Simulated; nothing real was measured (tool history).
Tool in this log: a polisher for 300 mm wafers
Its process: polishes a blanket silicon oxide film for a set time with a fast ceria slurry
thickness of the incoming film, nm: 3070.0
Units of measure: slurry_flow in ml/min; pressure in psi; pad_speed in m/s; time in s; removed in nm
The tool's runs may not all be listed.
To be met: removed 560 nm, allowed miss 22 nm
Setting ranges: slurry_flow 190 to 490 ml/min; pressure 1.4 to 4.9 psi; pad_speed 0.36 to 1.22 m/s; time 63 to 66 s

{"run": 1, "hour": 0.0, "slurry_flow": 315, "pressure": 3.1, "pad_speed": 0.78, "time": 63, "removed": 724.58}
{"run": 2, "hour": 4.9, "slurry_flow": 340, "pressure": 3.1, "pad_speed": 0.78, "time": 63, "removed": 745.55}
{"run": 3, "hour": 8.7, "slurry_flow": 325, "pressure": 2.9, "pad_speed": 0.78, "time": 63, "removed": 694.77}
{"run": 4, "hour": 15.9, "slurry_flow": 325, "pressure": 2.9, "pad_speed": 0.84, "time": 63, "removed": 750.4}
{"run": 5, "hour": 23.2, "slurry_flow": 320, "pressure": 2.6, "pad_speed": 0.84, "time": 63, "removed": 682.66}
{"run": 6, "hour": 31.9, "slurry_flow": 320, "pressure": 2.6, "pad_speed": 0.84, "time": 63, "removed": 692.42}
{"run": 7, "hour": 40.4, "slurry_flow": 315, "pressure": 2.4, "pad_speed": 0.84, "time": 63, "removed": 647.92}
{"run": 8, "hour": 46.4, "slurry_flow": 315, "pressure": 2.3, "pad_speed": 0.84, "time": 63, "removed": 621.62}
{"run": 9, "hour": 47.0, "slurry_flow": 315, "pressure": 2.2, "pad_speed": 0.84, "time": 63, "removed": 607.96}
{"run": 10, "hour": 49.0, "slurry_flow": 315, "pressure": 2.1, "pad_speed": 0.84, "time": 63, "removed": 593.66}

Exactly one of the 5 candidate moves below puts every result within its allowed miss. Which one?
{"run": "A", "hour": 51.0, "slurry_flow": 430, "pressure": 1.7, "pad_speed": 0.92, "time": 63, "removed": "?"}
{"run": "B", "hour": 51.0, "slurry_flow": 345, "pressure": 1.9, "pad_speed": 0.76, "time": 66, "removed": "?"}
{"run": "C", "hour": 51.0, "slurry_flow": 340, "pressure": 1.7, "pad_speed": 0.82, "time": 63, "removed": "?"}
{"run": "D", "hour": 51.0, "slurry_flow": 325, "pressure": 1.9, "pad_speed": 0.8, "time": 63, "removed": "?"}
{"run": "E", "hour": 51.0, "slurry_flow": 385, "pressure": 2.8, "pad_speed": 0.68, "time": 66, "removed": "?"}

move=A removed=564.75
move=B removed=522.87
move=C removed=496.65
move=D removed=522.07
move=E removed=632.2
A: meets every target
B: moves the result that the last run missed by most past its target, out the other side
C: moves the result that the last run missed by most past its target, out the other side
D: moves the result that the last run missed by most past its target, out the other side
E: moves away from the targets compared with the last run
So the answer is move A, the one that meets all the targets.
